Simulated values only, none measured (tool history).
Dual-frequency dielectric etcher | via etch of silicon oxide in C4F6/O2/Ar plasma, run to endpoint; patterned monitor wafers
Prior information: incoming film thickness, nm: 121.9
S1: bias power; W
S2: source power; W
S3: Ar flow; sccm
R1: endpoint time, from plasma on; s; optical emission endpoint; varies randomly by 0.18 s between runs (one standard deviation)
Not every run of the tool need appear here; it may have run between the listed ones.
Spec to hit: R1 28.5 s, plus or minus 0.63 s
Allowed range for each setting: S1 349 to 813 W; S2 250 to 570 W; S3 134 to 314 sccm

run	day	S1	S2	S3	R1
1	0	581	410	224	24.375
2	0.267	581	440	224	23.881
3	0.4	535	440	224	24.734
4	0.721	507	440	225	25.242
5	1.021	483	440	226	25.583
6	1.054	462	430	227	26.759
7	1.183	451	430	227	26.667
8	1.483	438	430	227	26.923
9	1.8	427	430	227	27.356

4 candidate next runs follow, results not yet known. Just one meets every target within its allowed miss. Identify it.
A	2.117	476	420	205	?
B	2.117	416	420	177	?
C	2.117	492	420	253	?
D	2.117	381	430	231	?

move	R1
A	25.933
B	26.963
C	26.058
D	28.286
A: the biggest miss grows against the last run
B: the biggest miss grows against the last run
C: the biggest miss grows against the last run
D: meets every target
D meets every target.
